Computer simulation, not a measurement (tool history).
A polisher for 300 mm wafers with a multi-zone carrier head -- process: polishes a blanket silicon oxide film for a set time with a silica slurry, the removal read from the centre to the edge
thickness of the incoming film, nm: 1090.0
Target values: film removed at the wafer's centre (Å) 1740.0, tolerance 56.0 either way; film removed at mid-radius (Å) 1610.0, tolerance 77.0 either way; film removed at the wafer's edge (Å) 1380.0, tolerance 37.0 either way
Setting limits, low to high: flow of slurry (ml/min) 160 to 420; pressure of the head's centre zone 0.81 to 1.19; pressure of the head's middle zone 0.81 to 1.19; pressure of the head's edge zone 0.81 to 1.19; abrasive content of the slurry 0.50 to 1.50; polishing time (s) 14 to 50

| run | hour | flow of slurry (ml/min) | pressure of the head's centre zone | pressure of the head's middle zone | pressure of the head's edge zone | abrasive content of the slurry | polishing time (s) | film removed at the wafer's centre (Å) | film removed at mid-radius (Å) | film removed at the wafer's edge (Å) |
|---|---|---|---|---|---|---|---|---|---|---|
| 1 | 0.0 | 270 | 1.00 | 1.00 | 1.00 | 1.00 | 32 | 1373.4 | 1287.6 | 1303.7 |
| 2 | 8.7 | 280 | 1.04 | 1.04 | 1.00 | 1.00 | 32 | 1421.7 | 1339.5 | 1313.4 |
| 3 | 10.6 | 280 | 1.04 | 1.04 | 1.00 | 1.00 | 36 | 1619.0 | 1537.9 | 1447.2 |
| 4 | 19.6 | 280 | 1.04 | 1.04 | 1.00 | 1.00 | 30 | 1329.9 | 1301.4 | 1222.8 |
| 5 | 26.2 | 290 | 1.08 | 1.05 | 1.00 | 1.05 | 30 | 1432.9 | 1324.4 | 1253.1 |
| 6 | 29.0 | 360 | 1.08 | 1.05 | 1.00 | 1.05 | 30 | 1462.1 | 1346.9 | 1260.8 |
| 7 | 37.2 | 360 | 1.10 | 1.07 | 1.01 | 1.10 | 30 | 1527.9 | 1401.9 | 1308.1 |
| 8 | 42.6 | 360 | 1.12 | 1.09 | 1.01 | 1.10 | 30 | 1567.2 | 1382.1 | 1304.4 |
| 9 | 44.9 | 395 | 1.12 | 1.19 | 0.93 | 1.30 | 30 | 1652.4 | 1595.0 | 1336.4 |

Consider the 4 candidate settings below. Which is the only one whose results all fall within their allowed miss of target?
| A | 47.2 | 290 | 1.19 | 1.06 | 0.99 | 1.25 | 31 | ? | ? | ? |
| B | 47.2 | 395 | 1.01 | 0.98 | 1.00 | 1.10 | 34 | ? | ? | ? |
| C | 47.2 | 355 | 1.04 | 1.17 | 0.99 | 1.25 | 31 | ? | ? | ? |
| D | 47.2 | 300 | 1.12 | 1.11 | 0.88 | 1.00 | 36 | ? | ? | ? |

| move | film removed at the wafer's centre (Å) | film removed at mid-radius (Å) | film removed at the wafer's edge (Å) |
|---|---|---|---|
| A | 1737.8 | 1477.4 | 1361.9 |
| B | 1593.1 | 1492.6 | 1468.3 |
| C | 1551.6 | 1640.9 | 1380.4 |
| D | 1761.8 | 1655.6 | 1385.9 |
A: brings the last run's worst result on target, with another outside its allowed miss
B: lands further from the targets than the last run did
C: lands further from the targets than the last run did
D: all results land within tolerance of their targets
Move D is the one to make.
